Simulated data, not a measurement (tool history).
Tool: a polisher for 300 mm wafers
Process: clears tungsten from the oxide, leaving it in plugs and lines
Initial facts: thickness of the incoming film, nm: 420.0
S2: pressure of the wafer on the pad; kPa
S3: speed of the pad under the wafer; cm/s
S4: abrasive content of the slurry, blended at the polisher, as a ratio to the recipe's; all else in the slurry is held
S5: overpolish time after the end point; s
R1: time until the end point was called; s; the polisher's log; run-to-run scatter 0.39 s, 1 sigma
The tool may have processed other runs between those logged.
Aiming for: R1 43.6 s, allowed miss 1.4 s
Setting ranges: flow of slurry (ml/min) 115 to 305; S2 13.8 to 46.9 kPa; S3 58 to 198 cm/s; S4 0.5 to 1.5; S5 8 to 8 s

{"run": 1, "day": 0.0, "flow of slurry (ml/min)": 195, "S2": 30.3, "S3": 128, "S4": 1, "S5": 8, "R1": 59.91}
{"run": 2, "day": 0.238, "flow of slurry (ml/min)": 195, "S2": 23.4, "S3": 128, "S4": 1, "S5": 8, "R1": 74.339}
{"run": 3, "day": 0.408, "flow of slurry (ml/min)": 195, "S2": 23.4, "S3": 128, "S4": 1, "S5": 8, "R1": 73.511}
{"run": 4, "day": 0.5, "flow of slurry (ml/min)": 195, "S2": 23.4, "S3": 128, "S4": 1, "S5": 8, "R1": 74.226}
{"run": 5, "day": 0.554, "flow of slurry (ml/min)": 215, "S2": 23.4, "S3": 128, "S4": 1, "S5": 8, "R1": 74.497}
{"run": 6, "day": 0.862, "flow of slurry (ml/min)": 215, "S2": 23.4, "S3": 128, "S4": 1.2, "S5": 8, "R1": 70.17}
{"run": 7, "day": 1.183, "flow of slurry (ml/min)": 215, "S2": 25.5, "S3": 128, "S4": 1.2, "S5": 8, "R1": 64.574}
{"run": 8, "day": 1.45, "flow of slurry (ml/min)": 215, "S2": 26.9, "S3": 128, "S4": 1.2, "S5": 8, "R1": 61.233}
{"run": 9, "day": 1.683, "flow of slurry (ml/min)": 215, "S2": 28.3, "S3": 128, "S4": 1.2, "S5": 8, "R1": 58.914}
{"run": 10, "day": 1.996, "flow of slurry (ml/min)": 215, "S2": 28.3, "S3": 128, "S4": 1.2, "S5": 8, "R1": 57.686}
{"run": 11, "day": 2.262, "flow of slurry (ml/min)": 215, "S2": 29.6, "S3": 128, "S4": 1.2, "S5": 8, "R1": 56.1}
{"run": 12, "day": 2.508, "flow of slurry (ml/min)": 215, "S2": 30.3, "S3": 128, "S4": 1.2, "S5": 8, "R1": 55.094}
{"run": 13, "day": 2.808, "flow of slurry (ml/min)": 215, "S2": 30.3, "S3": 128, "S4": 1.2, "S5": 8, "R1": 54.929}
{"run": 14, "day": 3.004, "flow of slurry (ml/min)": 215, "S2": 30.3, "S3": 128, "S4": 1.2, "S5": 8, "R1": 55.514}
{"run": 15, "day": 3.221, "flow of slurry (ml/min)": 215, "S2": 31.7, "S3": 128, "S4": 1.2, "S5": 8, "R1": 51.772}
{"run": 16, "day": 3.296, "flow of slurry (ml/min)": 215, "S2": 32.4, "S3": 128, "S4": 1.2, "S5": 8, "R1": 52.26}
{"run": 17, "day": 3.621, "flow of slurry (ml/min)": 215, "S2": 33.1, "S3": 128, "S4": 1.2, "S5": 8, "R1": 50.918}

Exercise: of the 4 proposed moves below, exactly one satisfies all targets within the stated allowed misses. Which move is it?
{"run": "A", "day": 3.946, "flow of slurry (ml/min)": 205, "S2": 34.5, "S3": 132, "S4": 1.2, "S5": 8, "R1": "?"}
{"run": "B", "day": 3.946, "flow of slurry (ml/min)": 225, "S2": 34.5, "S3": 146, "S4": 1.25, "S5": 8, "R1": "?"}
{"run": "C", "day": 3.946, "flow of slurry (ml/min)": 210, "S2": 33.1, "S3": 138, "S4": 1.25, "S5": 8, "R1": "?"}
{"run": "D", "day": 3.946, "flow of slurry (ml/min)": 250, "S2": 40, "S3": 146, "S4": 1, "S5": 8, "R1": "?"}

move=A R1=48.515
move=B R1=44.246
move=C R1=48.054
move=D R1=41.243
A: nearer than the last run, and not there yet
B: meets every target
C: nearer than the last run, and not there yet
D: the result that was furthest off in the last run now lies on the other side of its target
Correct choice: B, which meets every target

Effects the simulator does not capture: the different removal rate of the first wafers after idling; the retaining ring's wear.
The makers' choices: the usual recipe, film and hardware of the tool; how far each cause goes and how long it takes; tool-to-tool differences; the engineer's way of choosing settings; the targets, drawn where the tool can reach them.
